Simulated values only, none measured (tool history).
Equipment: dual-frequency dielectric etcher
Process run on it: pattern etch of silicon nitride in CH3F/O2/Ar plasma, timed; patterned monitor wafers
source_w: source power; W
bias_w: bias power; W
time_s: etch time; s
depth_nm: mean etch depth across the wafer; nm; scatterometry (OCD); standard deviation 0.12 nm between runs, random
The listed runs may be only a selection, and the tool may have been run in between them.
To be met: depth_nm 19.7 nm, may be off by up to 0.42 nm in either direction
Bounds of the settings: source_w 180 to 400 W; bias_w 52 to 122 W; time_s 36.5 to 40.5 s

run,hour,source_w,bias_w,time_s,depth_nm
1,0,290,87,40.5,25.508
2,4.5,280,83,40,24.243
3,9.1,280,94,40,25.842
4,17.2,270,90,40,24.772
5,22.4,260,87,40,23.776
6,25.5,250,86,40,23.139
7,27.9,240,85,40,22.506
8,35.6,230,85,40,22.01
9,40.9,220,85,40,21.476
10,48.2,210,85,40,20.822
11,56.7,210,85,40,20.601

Below are 5 possible settings for the next run. Only one of them brings all results inside the allowed miss of their targets. Which is it?
A,65.2,220,80,39,?
B,65.2,210,82,40,?
C,65.2,250,59,37,?
D,65.2,200,74,39.5,?
E,65.2,200,95,37.5,?

move,depth_nm
A,20.355
B,20.457
C,18.597
D,18.773
E,19.694
A: closes in on the targets versus the last run, not all within tolerance yet
B: closes in on the targets versus the last run, not all within tolerance yet
C: takes the result that was furthest off past its target
D: takes the result that was furthest off past its target
E: every result lands within tolerance
E is the move that brings every result within its allowed miss.
